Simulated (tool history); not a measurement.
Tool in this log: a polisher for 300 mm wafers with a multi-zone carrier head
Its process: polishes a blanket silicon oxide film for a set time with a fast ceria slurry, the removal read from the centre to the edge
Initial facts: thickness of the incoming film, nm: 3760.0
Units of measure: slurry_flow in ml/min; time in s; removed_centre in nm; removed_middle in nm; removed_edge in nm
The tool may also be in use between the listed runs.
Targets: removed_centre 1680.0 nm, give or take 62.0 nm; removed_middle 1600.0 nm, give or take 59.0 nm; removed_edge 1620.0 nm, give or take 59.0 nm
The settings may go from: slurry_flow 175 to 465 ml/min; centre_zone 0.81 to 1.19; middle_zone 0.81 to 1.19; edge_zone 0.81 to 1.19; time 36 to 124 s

run 1 hour=0.0 | slurry_flow=295 centre_zone=1.00 middle_zone=1.00 edge_zone=1.00 time=79 | removed_centre=1171.8 removed_middle=1168.5 removed_edge=1203.7
run 2 hour=8.3 | slurry_flow=300 centre_zone=1.03 middle_zone=1.02 edge_zone=1.03 time=84 | removed_centre=1288.5 removed_middle=1280.9 removed_edge=1283.0
run 3 hour=11.0 | slurry_flow=300 centre_zone=0.97 middle_zone=1.02 edge_zone=1.03 time=84 | removed_centre=1232.0 removed_middle=1245.4 removed_edge=1285.2
run 4 hour=19.2 | slurry_flow=300 centre_zone=0.97 middle_zone=1.02 edge_zone=1.10 time=84 | removed_centre=1230.9 removed_middle=1276.8 removed_edge=1330.5
run 5 hour=23.0 | slurry_flow=300 centre_zone=0.97 middle_zone=0.94 edge_zone=1.10 time=84 | removed_centre=1219.2 removed_middle=1192.8 removed_edge=1310.3
run 6 hour=27.4 | slurry_flow=305 centre_zone=1.00 middle_zone=0.96 edge_zone=1.11 time=88 | removed_centre=1324.5 removed_middle=1263.1 removed_edge=1415.7
run 7 hour=31.7 | slurry_flow=310 centre_zone=1.04 middle_zone=1.01 edge_zone=1.12 time=90 | removed_centre=1398.5 removed_middle=1372.3 removed_edge=1452.5
run 8 hour=33.7 | slurry_flow=315 centre_zone=1.07 middle_zone=1.02 edge_zone=1.13 time=92 | removed_centre=1483.2 removed_middle=1437.3 removed_edge=1451.4
run 9 hour=37.0 | slurry_flow=315 centre_zone=1.08 middle_zone=1.02 edge_zone=1.14 time=94 | removed_centre=1536.5 removed_middle=1419.3 removed_edge=1508.0
run 10 hour=45.4 | slurry_flow=320 centre_zone=1.08 middle_zone=1.04 edge_zone=1.15 time=95 | removed_centre=1528.4 removed_middle=1478.3 removed_edge=1528.8
run 11 hour=53.5 | slurry_flow=320 centre_zone=1.09 middle_zone=1.05 edge_zone=1.15 time=96 | removed_centre=1547.6 removed_middle=1526.9 removed_edge=1522.7
run 12 hour=62.1 | slurry_flow=320 centre_zone=1.10 middle_zone=1.05 edge_zone=1.16 time=97 | removed_centre=1636.4 removed_middle=1538.4 removed_edge=1564.0

Exactly one of the 5 candidate moves below puts every result within its allowed miss. Which one?
run A hour=70.7 | slurry_flow=410 centre_zone=1.19 middle_zone=1.04 edge_zone=1.19 time=90 | removed_centre=? removed_middle=? removed_edge=?
run B hour=70.7 | slurry_flow=335 centre_zone=1.14 middle_zone=1.16 edge_zone=1.10 time=94 | removed_centre=? removed_middle=? removed_edge=?
run C hour=70.7 | slurry_flow=305 centre_zone=1.07 middle_zone=1.03 edge_zone=1.07 time=104 | removed_centre=? removed_middle=? removed_edge=?
run D hour=70.7 | slurry_flow=340 centre_zone=1.10 middle_zone=1.07 edge_zone=1.18 time=111 | removed_centre=? removed_middle=? removed_edge=?
run E hour=70.7 | slurry_flow=290 centre_zone=1.06 middle_zone=1.13 edge_zone=1.09 time=105 | removed_centre=? removed_middle=? removed_edge=?

move=A removed_centre=1645.7 removed_middle=1446.3 removed_edge=1510.2
move=B removed_centre=1611.8 removed_middle=1618.4 removed_edge=1504.0
move=C removed_centre=1661.2 removed_middle=1596.4 removed_edge=1635.2
move=D removed_centre=1848.0 removed_middle=1786.9 removed_edge=1824.6
move=E removed_centre=1650.4 removed_middle=1730.9 removed_edge=1649.4
A: moves away from the targets compared with the last run
B: the worst result of the last run now meets its target, but another is out of spec
C: every result within its allowed miss
D: takes the biggest miss from the last run beyond its target
E: takes the biggest miss from the last run beyond its target
Go with C: it meets all targets.
